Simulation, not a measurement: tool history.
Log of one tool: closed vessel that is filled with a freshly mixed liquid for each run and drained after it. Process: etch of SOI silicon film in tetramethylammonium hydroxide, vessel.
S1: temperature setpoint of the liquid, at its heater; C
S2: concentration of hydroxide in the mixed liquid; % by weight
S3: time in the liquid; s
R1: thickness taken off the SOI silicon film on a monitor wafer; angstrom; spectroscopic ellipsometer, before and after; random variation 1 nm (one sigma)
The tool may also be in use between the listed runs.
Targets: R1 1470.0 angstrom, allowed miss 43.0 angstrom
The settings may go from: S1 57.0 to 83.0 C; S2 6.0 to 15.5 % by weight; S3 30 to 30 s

run	hour	S1	S2	S3	R1
1	0.0	70.0	10.5	30	2177.0
2	3.6	68.5	10.5	30	1974.1
3	7.1	67.5	10.5	30	1866.1
4	10.0	66.5	10.5	30	1769.8
5	14.0	66.5	12.0	30	1682.0
6	18.3	66.0	12.0	30	1604.1
7	23.7	65.5	12.0	30	1590.1
8	24.4	65.0	12.0	30	1536.8

5 next moves are on the table. One of them brings every result within its allowed miss. Which?
A	25.1	66.0	11.5	30	?
B	25.1	63.5	12.0	30	?
C	25.1	64.5	10.5	30	?
D	25.1	64.0	11.0	30	?
E	25.1	65.5	11.0	30	?

move	R1
A	1662.1
B	1404.9
C	1568.8
D	1497.3
E	1639.7
A: further off than the last run
B: takes the result that was furthest off past its target
C: further off than the last run
D: meets every target
E: further off than the last run
Move D is the one to make.

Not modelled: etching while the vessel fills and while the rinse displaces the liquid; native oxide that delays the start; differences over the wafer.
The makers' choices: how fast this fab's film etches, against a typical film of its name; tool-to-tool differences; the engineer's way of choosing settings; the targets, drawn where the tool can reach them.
